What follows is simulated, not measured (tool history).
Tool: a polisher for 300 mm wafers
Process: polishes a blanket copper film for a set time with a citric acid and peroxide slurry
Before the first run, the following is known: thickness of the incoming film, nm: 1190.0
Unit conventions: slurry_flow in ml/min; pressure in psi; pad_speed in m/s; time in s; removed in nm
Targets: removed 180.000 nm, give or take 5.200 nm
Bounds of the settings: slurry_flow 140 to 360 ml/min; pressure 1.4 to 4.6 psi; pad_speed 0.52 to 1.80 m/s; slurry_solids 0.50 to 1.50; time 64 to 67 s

| run | day | slurry_flow | pressure | pad_speed | slurry_solids | time | removed |
|---|---|---|---|---|---|---|---|
| 1 | 0.000 | 230 | 3.0 | 1.16 | 1.00 | 64 | 133.880 |
| 2 | 0.283 | 230 | 3.0 | 1.16 | 0.80 | 64 | 131.450 |
| 3 | 0.442 | 230 | 2.5 | 1.16 | 0.80 | 64 | 109.600 |
| 4 | 0.675 | 230 | 2.5 | 1.16 | 0.90 | 64 | 111.880 |
| 5 | 0.721 | 205 | 2.5 | 1.16 | 0.90 | 64 | 108.230 |
| 6 | 0.796 | 205 | 2.0 | 1.16 | 0.90 | 64 | 88.453 |
| 7 | 0.875 | 225 | 2.8 | 1.18 | 0.90 | 64 | 126.530 |
| 8 | 1.154 | 230 | 2.9 | 1.18 | 0.90 | 64 | 132.810 |
| 9 | 1.246 | 270 | 3.7 | 1.20 | 0.90 | 64 | 172.670 |

Which single option among these 4 for the next run brings every result within its allowed miss of target? Just one does.
| A | 1.338 | 300 | 4.2 | 1.16 | 1.00 | 65 | ? |
| B | 1.338 | 340 | 3.3 | 1.48 | 0.95 | 65 | ? |
| C | 1.338 | 280 | 3.5 | 1.38 | 0.80 | 67 | ? |
| D | 1.338 | 250 | 3.9 | 1.12 | 1.05 | 67 | ? |

| move | removed |
|---|---|
| A | 193.650 |
| B | 194.790 |
| C | 191.510 |
| D | 177.570 |
A: the result that was furthest off in the last run now lies on the other side of its target
B: the result that was furthest off in the last run now lies on the other side of its target
C: the result that was furthest off in the last run now lies on the other side of its target
D: meets every target
Go with D: it meets all targets.

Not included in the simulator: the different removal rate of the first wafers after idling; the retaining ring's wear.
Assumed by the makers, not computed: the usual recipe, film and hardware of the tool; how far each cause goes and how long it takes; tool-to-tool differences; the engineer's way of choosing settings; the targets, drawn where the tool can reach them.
